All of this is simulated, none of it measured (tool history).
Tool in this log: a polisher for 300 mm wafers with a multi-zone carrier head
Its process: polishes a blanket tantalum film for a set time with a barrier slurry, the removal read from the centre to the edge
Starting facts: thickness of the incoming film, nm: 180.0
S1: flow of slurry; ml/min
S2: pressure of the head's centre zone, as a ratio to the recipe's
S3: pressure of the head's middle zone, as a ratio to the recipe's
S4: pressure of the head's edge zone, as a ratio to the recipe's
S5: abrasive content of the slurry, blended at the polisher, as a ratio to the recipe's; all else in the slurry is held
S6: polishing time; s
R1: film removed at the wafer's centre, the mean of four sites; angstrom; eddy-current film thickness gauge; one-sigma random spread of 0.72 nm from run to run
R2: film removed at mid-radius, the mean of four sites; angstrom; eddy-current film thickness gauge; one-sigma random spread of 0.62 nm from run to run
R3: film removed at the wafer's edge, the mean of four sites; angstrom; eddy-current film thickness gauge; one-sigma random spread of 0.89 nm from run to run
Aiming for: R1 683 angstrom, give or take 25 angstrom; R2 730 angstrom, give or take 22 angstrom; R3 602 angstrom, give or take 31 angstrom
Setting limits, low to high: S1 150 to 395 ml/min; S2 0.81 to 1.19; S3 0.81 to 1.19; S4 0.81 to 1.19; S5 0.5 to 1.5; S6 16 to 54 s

run 1 hour=0 | S1=250 S2=1 S3=1 S4=1 S5=1 S6=35 | R1=615.32 R2=614.74 R3=619.66
run 2 hour=4.6 | S1=250 S2=0.94 S3=1 S4=1 S5=1 S6=35 | R1=580.3 R2=626.19 R3=620.74
run 3 hour=8.3 | S1=260 S2=0.96 S3=1.02 S4=0.98 S5=1 S6=35 | R1=599.44 R2=632.65 R3=606.81
run 4 hour=13 | S1=265 S2=0.97 S3=1.04 S4=0.98 S5=1 S6=35 | R1=600.96 R2=646.32 R3=615.68
run 5 hour=19.1 | S1=265 S2=0.97 S3=1.04 S4=0.98 S5=1 S6=30 | R1=518.04 R2=543.52 R3=524.99
run 6 hour=21.9 | S1=270 S2=0.98 S3=1.06 S4=0.97 S5=1.05 S6=30 | R1=526.37 R2=571.19 R3=517.29
run 7 hour=30.4 | S1=275 S2=1 S3=1.07 S4=0.99 S5=1.1 S6=30 | R1=548.8 R2=583.38 R3=547.95
run 8 hour=37.5 | S1=280 S2=1.02 S3=1.09 S4=0.98 S5=1.15 S6=30 | R1=571.72 R2=586.58 R3=556.66
run 9 hour=45.7 | S1=285 S2=1.02 S3=1.1 S4=0.96 S5=1.2 S6=30 | R1=561.66 R2=610.09 R3=551.94
run 10 hour=53.2 | S1=290 S2=1.04 S3=1.11 S4=0.95 S5=1.25 S6=30 | R1=593.11 R2=616.77 R3=567.54
run 11 hour=58.9 | S1=295 S2=1.05 S3=1.12 S4=0.93 S5=1.3 S6=30 | R1=606.51 R2=629.73 R3=551.49
run 12 hour=63.7 | S1=300 S2=1.05 S3=1.13 S4=0.93 S5=1.35 S6=30 | R1=618.52 R2=646.38 R3=561.86
run 13 hour=71.7 | S1=305 S2=1.05 S3=1.14 S4=0.93 S5=1.35 S6=30 | R1=612.48 R2=651.09 R3=559.55

Pick the move, out of 5, that brings all results within their allowed miss; only one does.
run A hour=79.7 | S1=250 S2=0.9 S3=1.19 S4=0.87 S5=1.4 S6=31 | R1=? R2=? R3=?
run B hour=79.7 | S1=290 S2=1.05 S3=1.16 S4=0.9 S5=1.4 S6=33 | R1=? R2=? R3=?
run C hour=79.7 | S1=290 S2=1.12 S3=1.02 S4=0.95 S5=1.3 S6=32 | R1=? R2=? R3=?
run D hour=79.7 | S1=195 S2=0.94 S3=1.12 S4=0.98 S5=1.35 S6=35 | R1=? R2=? R3=?
run E hour=79.7 | S1=300 S2=1.1 S3=1.08 S4=0.97 S5=1.4 S6=33 | R1=? R2=? R3=?

move=A R1=533.37 R2=686.2 R3=554.59
move=B R1=673.51 R2=724.03 R3=606.2
move=C R1=684.4 R2=617.98 R3=593.6
move=D R1=605.14 R2=709.51 R3=643.79
move=E R1=707.77 R2=682.74 R3=629.87
A: the biggest miss grows against the last run
B: hits every target within its allowed miss
C: the biggest miss grows against the last run
D: meets the target for the result that was furthest off, but another lies outside its allowed miss
E: gains on the last run, yet a result remains outside its allowed miss
Answer: B
